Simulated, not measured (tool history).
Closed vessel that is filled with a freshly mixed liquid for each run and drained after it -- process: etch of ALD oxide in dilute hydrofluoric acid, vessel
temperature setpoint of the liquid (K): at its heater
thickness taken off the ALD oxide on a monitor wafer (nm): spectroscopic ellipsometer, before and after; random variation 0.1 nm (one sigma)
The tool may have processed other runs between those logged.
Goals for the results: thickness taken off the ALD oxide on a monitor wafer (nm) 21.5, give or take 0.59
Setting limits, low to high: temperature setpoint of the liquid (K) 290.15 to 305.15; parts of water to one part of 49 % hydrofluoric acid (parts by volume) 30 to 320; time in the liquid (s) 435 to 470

run  hour  temperature setpoint of the liquid (K)  parts of water to one part of 49 % hydrofluoric acid (parts by volume)  time in the liquid (s)  thickness taken off the ALD oxide on a monitor wafer (nm)
  1     0                                  297.15                                                                     175                     435                                                     38.035
  2   7.2                                  297.15                                                                     175                     470                                                     41.074
  3  11.1                                  296.15                                                                     175                     470                                                     39.481
  4  15.1                                  296.15                                                                     175                     470                                                      39.22
  5  21.1                                  295.65                                                                     180                     470                                                     37.258
  6    24                                  298.15                                                                     180                     470                                                     41.155
  7  28.5                                  297.15                                                                     185                     470                                                     38.586
  8  35.2                                  296.65                                                                     190                     470                                                     36.541
  9  39.5                                  296.15                                                                     195                     470                                                     34.602
 10  41.8                                  295.65                                                                     200                     470                                                     33.011
 11  48.4                                  291.65                                                                     245                     470                                                     22.204

Which single option among these 4 for the next run brings every result within its allowed miss of target? Just one does.
  A    55                                  294.65                                                                     255                     460                                                          ?
  B    55                                  293.15                                                                     250                     445                                                          ?
  C    55                                  291.65                                                                     230                     455                                                          ?
  D    55                                  290.15                                                                     230                     470                                                          ?

move  thickness taken off the ALD oxide on a monitor wafer (nm)
   A                                                     23.168
   B                                                     21.725
   C                                                     23.231
   D                                                     22.636
A: lands further from the targets than the last run did
B: every result within its allowed miss
C: lands further from the targets than the last run did
D: lands further from the targets than the last run did
Move B is the one to make.
